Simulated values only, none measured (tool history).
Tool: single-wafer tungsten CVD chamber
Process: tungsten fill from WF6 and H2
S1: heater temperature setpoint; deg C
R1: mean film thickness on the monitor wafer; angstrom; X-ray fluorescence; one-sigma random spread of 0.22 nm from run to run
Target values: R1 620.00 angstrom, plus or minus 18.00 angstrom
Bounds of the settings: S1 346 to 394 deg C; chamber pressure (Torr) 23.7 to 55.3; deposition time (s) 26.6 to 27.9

Run 1, hour 0.0: S1 370 deg C, chamber pressure (Torr) 39.5, deposition time (s) 27.9. Result: R1 504.95 angstrom.
Run 2, hour 3.8: S1 373 deg C, chamber pressure (Torr) 39.7, deposition time (s) 27.9. Result: R1 536.07 angstrom.
Run 3, hour 5.7: S1 373 deg C, chamber pressure (Torr) 46.7, deposition time (s) 27.9. Result: R1 596.57 angstrom.
Run 4, hour 6.6: S1 364 deg C, chamber pressure (Torr) 46.7, deposition time (s) 27.9. Result: R1 496.24 angstrom.
Run 5, hour 15.2: S1 364 deg C, chamber pressure (Torr) 46.7, deposition time (s) 26.6. Result: R1 473.52 angstrom.
At hour 16.1: capacitance manometer re-zeroed and calibrated.
Run 6, hour 16.1: S1 364 deg C, chamber pressure (Torr) 41.8, deposition time (s) 26.6. Result: R1 427.20 angstrom.
Run 7, hour 18.6: S1 368 deg C, chamber pressure (Torr) 42.0, deposition time (s) 26.6. Result: R1 463.92 angstrom.
Run 8, hour 27.3: S1 372 deg C, chamber pressure (Torr) 42.2, deposition time (s) 26.6. Result: R1 504.16 angstrom.

Exercise: of the 4 proposed moves below, exactly one satisfies all targets within the stated allowed misses. Which move is it?
Run A, hour 36.0: S1 377 deg C, chamber pressure (Torr) 50.9, deposition time (s) 27.9. Result: R1 ?.
Run B, hour 36.0: S1 372 deg C, chamber pressure (Torr) 48.0, deposition time (s) 27.9. Result: R1 ?.
Run C, hour 36.0: S1 378 deg C, chamber pressure (Torr) 48.7, deposition time (s) 26.6. Result: R1 ?.
Run D, hour 36.0: S1 373 deg C, chamber pressure (Torr) 31.9, deposition time (s) 27.0. Result: R1 ?.

move      R1
   A  660.77
   B  575.45
   C  625.87
   D  425.74
A: takes the result that was furthest off past its target
B: closer than the last run, but not yet in spec
C: meets every target
D: further off than the last run
Answer: C

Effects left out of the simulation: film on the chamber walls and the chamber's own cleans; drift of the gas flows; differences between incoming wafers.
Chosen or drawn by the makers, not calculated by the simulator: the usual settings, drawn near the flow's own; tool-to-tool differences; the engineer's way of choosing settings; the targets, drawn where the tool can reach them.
